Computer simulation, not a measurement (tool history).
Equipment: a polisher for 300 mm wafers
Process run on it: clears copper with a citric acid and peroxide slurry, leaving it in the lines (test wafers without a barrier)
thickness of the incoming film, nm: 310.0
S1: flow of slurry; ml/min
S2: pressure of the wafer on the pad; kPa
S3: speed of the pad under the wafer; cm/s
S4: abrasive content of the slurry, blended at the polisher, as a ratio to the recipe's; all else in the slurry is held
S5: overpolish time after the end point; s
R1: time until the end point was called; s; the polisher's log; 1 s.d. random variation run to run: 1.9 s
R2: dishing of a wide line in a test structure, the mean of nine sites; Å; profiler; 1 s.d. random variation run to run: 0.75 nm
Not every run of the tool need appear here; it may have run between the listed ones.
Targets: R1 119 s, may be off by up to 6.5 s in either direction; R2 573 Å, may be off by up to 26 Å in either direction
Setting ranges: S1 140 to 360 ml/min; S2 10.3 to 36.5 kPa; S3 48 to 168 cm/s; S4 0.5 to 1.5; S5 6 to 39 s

run	hour	S1	S2	S3	S4	S5	R1	R2
1	0	230	23.4	108	1	20	152.74	307.13
2	1.2	270	23.4	108	1	20	149.09	319.49
3	3.6	270	23.4	118	1	20	140.63	338.36
4	11	270	24.1	118	1	21	130.87	359.97
5	19.7	270	24.1	118	1	28	132.87	470.2
6	25.6	270	24.8	118	1	28	133.58	471.75
7	27.4	270	25.5	118	1	28	131.04	477.48
8	35	270	28.3	118	1	30	118.5	533.87

Which one of the following 4 next-run settings gets every result inside its allowed miss? There is exactly one.
A	42.6	330	30.3	118	0.95	26	?	?
B	42.6	280	30.3	130	1.05	33	?	?
C	42.6	300	21.4	140	1.15	32	?	?
D	42.6	225	27.6	132	0.75	37	?	?

move	R1	R2
A	114.84	507.47
B	104.77	661.73
C	120.84	567.01
D	121.55	641.1
A: lands further from the targets than the last run did
B: the result that was furthest off in the last run now lies on the other side of its target
C: all results land within tolerance of their targets
D: the result that was furthest off in the last run now lies on the other side of its target
C is the move that brings every result within its allowed miss.
